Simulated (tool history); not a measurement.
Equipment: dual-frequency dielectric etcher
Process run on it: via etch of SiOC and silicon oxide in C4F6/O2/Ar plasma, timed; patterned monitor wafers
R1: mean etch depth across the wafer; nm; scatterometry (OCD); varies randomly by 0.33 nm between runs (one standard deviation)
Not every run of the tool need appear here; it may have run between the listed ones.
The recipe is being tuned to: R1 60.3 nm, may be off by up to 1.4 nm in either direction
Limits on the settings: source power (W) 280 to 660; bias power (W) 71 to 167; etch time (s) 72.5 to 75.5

Run 1, day 0: source power (W) 470, bias power (W) 119, etch time (s) 72.5. Result: R1 76.474 nm.
Run 2, day 0.3: source power (W) 470, bias power (W) 139, etch time (s) 72.5. Result: R1 79.26 nm.
Run 3, day 0.475: source power (W) 390, bias power (W) 139, etch time (s) 72.5. Result: R1 72.791 nm.
Run 4, day 0.683: source power (W) 390, bias power (W) 139, etch time (s) 75.5. Result: R1 76.005 nm.
Run 5, day 0.925: source power (W) 360, bias power (W) 131, etch time (s) 74.5. Result: R1 70.919 nm.
Run 6, day 1.138: source power (W) 360, bias power (W) 123, etch time (s) 74.5. Result: R1 68.932 nm.
Run 7, day 1.462: source power (W) 340, bias power (W) 120, etch time (s) 74.5. Result: R1 66.586 nm.
Run 8, day 1.683: source power (W) 330, bias power (W) 118, etch time (s) 74.5. Result: R1 64.989 nm.
Run 9, day 1.8: source power (W) 320, bias power (W) 117, etch time (s) 74.5. Result: R1 64.221 nm.
Run 10, day 1.921: source power (W) 310, bias power (W) 116, etch time (s) 74.5. Result: R1 62.686 nm.
Run 11, day 2.246: source power (W) 300, bias power (W) 116, etch time (s) 74.5. Result: R1 61.973 nm.

Exercise: of the 5 proposed moves below, exactly one satisfies all targets within the stated allowed misses. Which move is it?
Run A, day 2.571: source power (W) 300, bias power (W) 125, etch time (s) 74.5. Result: R1 ?.
Run B, day 2.571: source power (W) 300, bias power (W) 134, etch time (s) 75.5. Result: R1 ?.
Run C, day 2.571: source power (W) 330, bias power (W) 103, etch time (s) 74. Result: R1 ?.
Run D, day 2.571: source power (W) 280, bias power (W) 122, etch time (s) 74. Result: R1 ?.
Run E, day 2.571: source power (W) 310, bias power (W) 116, etch time (s) 75. Result: R1 ?.

move      R1
   A  63.295
   B  65.342
   C  63.128
   D  60.054
   E  63.659
A: the biggest miss grows against the last run
B: the biggest miss grows against the last run
C: the biggest miss grows against the last run
D: each result inside its tolerance
E: the biggest miss grows against the last run
The right move is D.
